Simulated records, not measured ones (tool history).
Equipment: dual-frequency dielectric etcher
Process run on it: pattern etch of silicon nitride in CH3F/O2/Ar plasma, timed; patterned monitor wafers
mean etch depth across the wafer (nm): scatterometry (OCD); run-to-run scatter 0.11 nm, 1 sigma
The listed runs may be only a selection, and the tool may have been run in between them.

| run | hour | source power (kW) | bias power (kW) | etch time (s) | mean etch depth across the wafer (nm) |
|---|---|---|---|---|---|
| 1 | 0 | 0.55 | 0.054 | 37 | 26.946 |
| 2 | 8.4 | 0.55 | 0.054 | 37 | 27.131 |
| 3 | 15.5 | 0.55 | 0.051 | 37 | 26.655 |
| 4 | 16.8 | 0.55 | 0.057 | 37 | 27.271 |
| 5 | 20.8 | 0.55 | 0.057 | 37 | 27.354 |
| 6 | 24.3 | 0.52 | 0.056 | 37 | 26.692 |
| 7 | 31.4 | 0.49 | 0.055 | 37 | 26.233 |
| 8 | 40.3 | 0.49 | 0.055 | 37 | 26.243 |
| 9 | 43.6 | 0.47 | 0.054 | 37 | 25.793 |
| 10 | 44.8 | 0.45 | 0.053 | 37 | 25.457 |
| 11 | 47.6 | 0.43 | 0.052 | 37 | 24.9 |

Forecast run 12:
| 12 | 51.6 | 0.42 | 0.052 | 37 | ? |

Run 12 produced mean etch depth across the wafer (nm) 25.002.
